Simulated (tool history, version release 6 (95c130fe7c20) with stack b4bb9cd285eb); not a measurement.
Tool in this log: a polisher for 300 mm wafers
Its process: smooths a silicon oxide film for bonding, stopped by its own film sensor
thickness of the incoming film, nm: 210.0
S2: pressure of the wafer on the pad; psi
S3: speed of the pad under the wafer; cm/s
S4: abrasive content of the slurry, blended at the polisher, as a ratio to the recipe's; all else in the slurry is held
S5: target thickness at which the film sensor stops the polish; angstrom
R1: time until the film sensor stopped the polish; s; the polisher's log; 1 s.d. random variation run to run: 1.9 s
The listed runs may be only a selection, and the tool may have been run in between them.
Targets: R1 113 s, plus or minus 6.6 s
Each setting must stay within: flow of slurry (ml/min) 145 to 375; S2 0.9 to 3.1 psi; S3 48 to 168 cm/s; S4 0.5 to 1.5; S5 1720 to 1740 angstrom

Run 1, hour 0: flow of slurry (ml/min) 240, S2 2 psi, S3 108 cm/s, S4 1, S5 1740 angstrom. Result: R1 54.524 s.
Run 2, hour 8.6: flow of slurry (ml/min) 295, S2 2 psi, S3 108 cm/s, S4 1, S5 1740 angstrom. Result: R1 51.951 s.
Run 3, hour 15.6: flow of slurry (ml/min) 295, S2 2 psi, S3 108 cm/s, S4 0.8, S5 1740 angstrom. Result: R1 57.596 s.
Run 4, hour 24: flow of slurry (ml/min) 295, S2 2.4 psi, S3 108 cm/s, S4 0.8, S5 1740 angstrom. Result: R1 48.408 s.
Run 5, hour 31.5: flow of slurry (ml/min) 295, S2 2.4 psi, S3 128 cm/s, S4 0.8, S5 1740 angstrom. Result: R1 42.936 s.
Run 6, hour 36.8: flow of slurry (ml/min) 295, S2 2.4 psi, S3 128 cm/s, S4 0.8, S5 1720 angstrom. Result: R1 45.666 s.
Run 7, hour 43.6: flow of slurry (ml/min) 295, S2 2 psi, S3 118 cm/s, S4 0.8, S5 1720 angstrom. Result: R1 58.802 s.
Run 8, hour 49.3: flow of slurry (ml/min) 295, S2 1.7 psi, S3 112 cm/s, S4 0.8, S5 1720 angstrom. Result: R1 70.083 s.
Run 9, hour 53.4: flow of slurry (ml/min) 295, S2 1.5 psi, S3 108 cm/s, S4 0.8, S5 1720 angstrom. Result: R1 80.384 s.
Run 10, hour 56.2: flow of slurry (ml/min) 295, S2 1.3 psi, S3 106 cm/s, S4 0.8, S5 1720 angstrom. Result: R1 91.079 s.
Run 11, hour 61.6: flow of slurry (ml/min) 295, S2 1.2 psi, S3 106 cm/s, S4 0.8, S5 1720 angstrom. Result: R1 101.49 s.

Below are 5 possible settings for the next run. Only one of them brings all results inside the allowed miss of their targets. Which is it?
Run A, hour 67: flow of slurry (ml/min) 225, S2 1 psi, S3 142 cm/s, S4 0.75, S5 1740 angstrom. Result: R1 ?.
Run B, hour 67: flow of slurry (ml/min) 255, S2 1.2 psi, S3 104 cm/s, S4 0.85, S5 1730 angstrom. Result: R1 ?.
Run C, hour 67: flow of slurry (ml/min) 300, S2 1.3 psi, S3 112 cm/s, S4 0.8, S5 1730 angstrom. Result: R1 ?.
Run D, hour 67: flow of slurry (ml/min) 295, S2 1.1 psi, S3 96 cm/s, S4 0.85, S5 1730 angstrom. Result: R1 ?.
Run E, hour 67: flow of slurry (ml/min) 290, S2 1.6 psi, S3 96 cm/s, S4 0.7, S5 1720 angstrom. Result: R1 ?.

move      R1
   A   96.01
   B  95.585
   C  85.578
   D  108.06
   E   84.94
A: moves away from the targets compared with the last run
B: moves away from the targets compared with the last run
C: moves away from the targets compared with the last run
D: every result lands within tolerance
E: moves away from the targets compared with the last run
Go with D: it meets all targets.
